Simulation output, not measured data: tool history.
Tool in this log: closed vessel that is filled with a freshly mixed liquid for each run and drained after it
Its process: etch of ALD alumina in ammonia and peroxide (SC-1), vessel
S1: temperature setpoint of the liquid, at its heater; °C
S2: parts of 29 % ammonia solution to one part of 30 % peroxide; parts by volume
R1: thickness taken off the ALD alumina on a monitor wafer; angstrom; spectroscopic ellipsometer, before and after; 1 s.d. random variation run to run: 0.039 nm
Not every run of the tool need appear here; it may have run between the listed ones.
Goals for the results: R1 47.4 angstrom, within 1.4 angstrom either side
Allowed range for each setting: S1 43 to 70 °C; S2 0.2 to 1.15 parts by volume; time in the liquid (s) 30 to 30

{"run": 1, "day": 0.0, "S1": 59, "S2": 0.65, "time in the liquid (s)": 30, "R1": 28.134}
{"run": 2, "day": 0.046, "S1": 59, "S2": 0.65, "time in the liquid (s)": 30, "R1": 27.968}
{"run": 3, "day": 0.162, "S1": 60.5, "S2": 0.65, "time in the liquid (s)": 30, "R1": 30.19}
{"run": 4, "day": 0.367, "S1": 61.5, "S2": 0.65, "time in the liquid (s)": 30, "R1": 31.883}
{"run": 5, "day": 0.571, "S1": 61.5, "S2": 0.55, "time in the liquid (s)": 30, "R1": 31.314}
{"run": 6, "day": 0.942, "S1": 57, "S2": 0.55, "time in the liquid (s)": 30, "R1": 24.99}
{"run": 7, "day": 1.325, "S1": 58.5, "S2": 0.55, "time in the liquid (s)": 30, "R1": 27.072}
{"run": 8, "day": 1.454, "S1": 60, "S2": 0.55, "time in the liquid (s)": 30, "R1": 28.88}
{"run": 9, "day": 1.5, "S1": 61, "S2": 0.55, "time in the liquid (s)": 30, "R1": 30.385}
{"run": 10, "day": 1.704, "S1": 62, "S2": 0.55, "time in the liquid (s)": 30, "R1": 32.334}

4 candidate next runs follow, results not yet known. Just one meets every target within its allowed miss. Identify it.
{"run": "A", "day": 1.908, "S1": 68.5, "S2": 0.55, "time in the liquid (s)": 30, "R1": "?"}
{"run": "B", "day": 1.908, "S1": 64, "S2": 0.75, "time in the liquid (s)": 30, "R1": "?"}
{"run": "C", "day": 1.908, "S1": 68, "S2": 0.5, "time in the liquid (s)": 30, "R1": "?"}
{"run": "D", "day": 1.908, "S1": 70, "S2": 0.45, "time in the liquid (s)": 30, "R1": "?"}

move=A R1=44.863
move=B R1=37.019
move=C R1=43.396
move=D R1=47.327
A: nearer the targets than the last run, but a result is still out of spec
B: nearer the targets than the last run, but a result is still out of spec
C: nearer the targets than the last run, but a result is still out of spec
D: each result inside its tolerance
Answer: D
